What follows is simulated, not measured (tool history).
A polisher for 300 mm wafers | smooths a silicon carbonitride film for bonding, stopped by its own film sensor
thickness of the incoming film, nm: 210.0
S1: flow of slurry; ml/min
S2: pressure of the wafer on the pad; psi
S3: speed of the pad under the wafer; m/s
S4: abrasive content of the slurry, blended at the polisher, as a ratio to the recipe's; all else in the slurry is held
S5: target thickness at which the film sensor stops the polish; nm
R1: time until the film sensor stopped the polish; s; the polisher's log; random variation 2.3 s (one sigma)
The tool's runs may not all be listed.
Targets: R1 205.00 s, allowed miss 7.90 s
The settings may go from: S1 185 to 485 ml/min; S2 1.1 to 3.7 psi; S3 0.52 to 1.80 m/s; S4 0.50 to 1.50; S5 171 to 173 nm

run,hour,S1,S2,S3,S4,S5,R1
1,0.0,310,2.4,1.16,1.00,173,122.48
2,3.8,310,2.4,1.16,1.00,173,120.60
3,11.0,310,2.4,1.16,0.80,173,131.27
4,16.5,310,2.4,1.16,0.80,173,129.42
5,22.7,310,2.4,1.16,0.65,173,142.14
6,28.4,310,1.9,1.16,0.65,173,174.97
7,37.3,310,1.9,1.16,0.65,173,175.43
8,45.9,310,1.8,1.16,0.65,173,184.10
9,47.6,310,1.7,1.16,0.65,173,194.22

Which of these 5 next moves meets every target?
A,49.3,270,1.7,1.30,0.65,173,?
B,49.3,285,1.8,1.04,0.65,171,?
C,49.3,365,1.9,1.18,0.60,171,?
D,49.3,350,1.3,1.68,0.75,173,?
E,49.3,300,1.8,1.18,0.65,172,?

move,R1
A,185.08
B,208.99
C,186.81
D,187.70
E,189.00
A: further off than the last run
B: meets every target
C: further off than the last run
D: further off than the last run
E: further off than the last run
Answer: B
